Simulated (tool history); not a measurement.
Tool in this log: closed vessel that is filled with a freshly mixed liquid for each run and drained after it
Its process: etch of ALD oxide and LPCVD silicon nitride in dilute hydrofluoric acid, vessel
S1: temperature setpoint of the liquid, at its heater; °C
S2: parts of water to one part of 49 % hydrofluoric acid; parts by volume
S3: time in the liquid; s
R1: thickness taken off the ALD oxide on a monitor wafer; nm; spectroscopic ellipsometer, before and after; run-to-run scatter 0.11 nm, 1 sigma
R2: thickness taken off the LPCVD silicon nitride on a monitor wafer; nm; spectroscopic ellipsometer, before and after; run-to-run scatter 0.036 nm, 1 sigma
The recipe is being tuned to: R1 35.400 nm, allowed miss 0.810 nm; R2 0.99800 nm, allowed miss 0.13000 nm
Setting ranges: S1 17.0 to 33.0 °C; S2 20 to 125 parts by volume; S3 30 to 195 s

run	hour	S1	S2	S3	R1	R2
1	0.0	25.0	70	100	29.255	0.73730
2	6.8	26.0	70	100	30.388	0.80410
3	15.7	26.0	95	100	21.868	0.58880
4	22.1	27.5	95	100	23.052	0.64646
5	23.7	28.5	90	100	25.576	0.75342
6	27.3	28.5	110	100	20.342	0.60380
7	32.2	29.0	100	100	23.109	0.63285
8	38.0	30.0	95	100	25.364	0.77498

Of the 4 settings listed for the next run, only one would bring every result within its allowed miss of target. Which one?
A	43.8	27.5	80	125	?	?
B	43.8	28.0	125	100	?	?
C	43.8	27.5	120	115	?	?
D	43.8	33.0	105	65	?	?

move	R1	R2
A	34.980	0.96139
B	17.189	0.50855
C	20.339	0.59029
D	16.445	0.53757
A: in spec on every target
B: further off than the last run
C: further off than the last run
D: further off than the last run
The right move is A.
